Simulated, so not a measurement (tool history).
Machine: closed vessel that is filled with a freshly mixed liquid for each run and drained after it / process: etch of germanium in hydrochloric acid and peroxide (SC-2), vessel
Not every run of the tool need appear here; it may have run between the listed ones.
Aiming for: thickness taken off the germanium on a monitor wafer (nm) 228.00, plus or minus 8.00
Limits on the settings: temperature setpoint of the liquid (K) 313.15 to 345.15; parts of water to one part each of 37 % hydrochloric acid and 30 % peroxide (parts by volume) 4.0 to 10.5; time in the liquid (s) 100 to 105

run,hour,temperature setpoint of the liquid (K),parts of water to one part each of 37 % hydrochloric acid and 30 % peroxide (parts by volume),time in the liquid (s),thickness taken off the germanium on a monitor wafer (nm)
1,0.0,329.15,5.5,100,276.92
2,5.3,334.15,5.5,100,323.52
3,11.6,331.15,5.5,100,288.62
4,20.3,337.65,5.5,100,357.71
5,29.1,337.65,5.5,105,369.66
6,32.2,331.15,5.5,105,306.49
7,38.7,328.65,5.5,105,284.06
8,41.2,328.65,5.5,105,279.90

Consider the 4 candidate settings below. Which is the only one whose results all fall within their allowed miss of target?
A,43.7,320.65,5.5,100,?
B,43.7,326.65,4.0,100,?
C,43.7,324.15,7.5,100,?
D,43.7,320.15,4.0,100,?

move,thickness taken off the germanium on a monitor wafer (nm)
A,210.06
B,256.33
C,231.78
D,207.78
A: takes the result that was furthest off past its target
B: closer than the last run, but not yet in spec
C: each result inside its tolerance
D: takes the result that was furthest off past its target
C meets every target.
